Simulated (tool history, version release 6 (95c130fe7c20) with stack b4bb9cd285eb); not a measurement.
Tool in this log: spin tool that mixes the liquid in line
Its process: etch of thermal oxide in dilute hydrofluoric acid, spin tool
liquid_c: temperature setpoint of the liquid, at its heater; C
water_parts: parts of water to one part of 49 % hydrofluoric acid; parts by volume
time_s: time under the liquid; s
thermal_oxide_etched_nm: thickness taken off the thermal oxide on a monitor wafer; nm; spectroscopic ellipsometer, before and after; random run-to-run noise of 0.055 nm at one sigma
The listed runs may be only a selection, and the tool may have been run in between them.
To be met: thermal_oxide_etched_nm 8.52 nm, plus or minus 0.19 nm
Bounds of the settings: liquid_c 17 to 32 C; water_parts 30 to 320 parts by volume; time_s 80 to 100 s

run	hour	liquid_c	water_parts	time_s	thermal_oxide_etched_nm
1	0	24	175	100	2.8302
2	3.5	25	160	100	3.2456
3	9.9	26	145	100	3.8224
4	14.3	26	120	100	4.7527
5	22.5	26	120	80	3.7663
6	29.2	26	165	80	2.6095
7	30.7	26	145	80	3.0431
8	38.6	26.5	130	80	3.5419
9	46.2	27	115	80	4.1575
10	49.9	27.5	105	80	4.6486
11	58.7	28	95	80	5.2871
12	66.2	28.5	90	80	5.7963
13	69	29	85	80	6.3203
14	73.2	29.5	85	80	6.3897
15	80.1	29.5	85	80	6.4127
16	85.5	30	85	80	6.5133
17	89.3	30.5	80	80	7.2605
18	92.8	31.5	75	80	8.0583
19	93.6	32	75	80	8.2234
20	95.3	32	70	80	8.7605

4 candidate next runs follow, results not yet known. Just one meets every target within its allowed miss. Identify it.
A	97	30	70	80	?
B	97	31	85	100	?
C	97	30	85	100	?
D	97	32	75	90	?

move	thermal_oxide_etched_nm
A	8.1559
B	8.5295
C	8.2129
D	9.1719
A: the result that was furthest off in the last run now lies on the other side of its target
B: every result within its allowed miss
C: the result that was furthest off in the last run now lies on the other side of its target
D: moves away from the targets compared with the last run
Answer: B
